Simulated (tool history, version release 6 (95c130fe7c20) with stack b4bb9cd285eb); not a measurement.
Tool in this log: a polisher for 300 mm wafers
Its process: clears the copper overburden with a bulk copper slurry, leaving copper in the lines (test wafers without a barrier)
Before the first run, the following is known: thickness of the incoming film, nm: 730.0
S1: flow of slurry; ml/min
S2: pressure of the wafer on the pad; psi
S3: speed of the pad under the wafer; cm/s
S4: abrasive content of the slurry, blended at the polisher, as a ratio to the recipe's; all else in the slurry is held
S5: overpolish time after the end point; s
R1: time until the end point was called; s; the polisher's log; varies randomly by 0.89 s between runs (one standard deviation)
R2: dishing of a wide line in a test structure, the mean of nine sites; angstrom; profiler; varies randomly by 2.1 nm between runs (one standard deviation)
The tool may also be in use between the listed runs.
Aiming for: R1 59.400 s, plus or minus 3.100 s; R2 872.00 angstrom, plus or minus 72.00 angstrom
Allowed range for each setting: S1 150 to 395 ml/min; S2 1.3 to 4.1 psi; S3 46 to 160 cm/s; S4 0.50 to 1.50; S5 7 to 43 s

run  hour   S1   S2   S3    S4  S5      R1      R2
  1   0.0  250  2.7  102  1.00  22  74.382  776.16
  2   6.9  250  2.7   92  1.00  22  81.751  774.58
  3  13.5  250  2.9   94  1.00  21  75.973  775.58
  4  19.9  250  2.9   94  1.00  28  74.418  853.83
  5  28.3  250  2.9   72  1.00  28  97.056  797.27
  6  34.3  250  3.3   74  1.00  25  87.110  801.60
  7  43.2  250  3.5   80  1.00  24  77.113  821.66
  8  44.6  250  3.7   84  1.00  23  66.052  892.73
  9  47.8  250  3.8   84  1.00  21  64.658  897.35
 10  55.5  250  3.9   84  1.00  19  65.034  812.66

Below are 5 possible settings for the next run. Only one of them brings all results inside the allowed miss of their targets. Which is it?
  A  63.2  235  3.8  74  1.15  24   ?   ?
  B  63.2  230  4.0  94  0.85  20   ?   ?
  C  63.2  280  3.8  84  1.00  23   ?   ?
  D  63.2  345  4.0  70  1.15  19   ?   ?
  E  63.2  270  3.6  84  1.10  13   ?   ?

move      R1      R2
   A  72.144  881.58
   B  58.258  897.97
   C  64.426  903.89
   D  69.814  816.85
   E  66.639  680.95
A: lands further from the targets than the last run did
B: every result lands within tolerance
C: nearer the targets than the last run, but a result is still out of spec
D: lands further from the targets than the last run did
E: lands further from the targets than the last run did
So the answer is move B, the one that meets all the targets.

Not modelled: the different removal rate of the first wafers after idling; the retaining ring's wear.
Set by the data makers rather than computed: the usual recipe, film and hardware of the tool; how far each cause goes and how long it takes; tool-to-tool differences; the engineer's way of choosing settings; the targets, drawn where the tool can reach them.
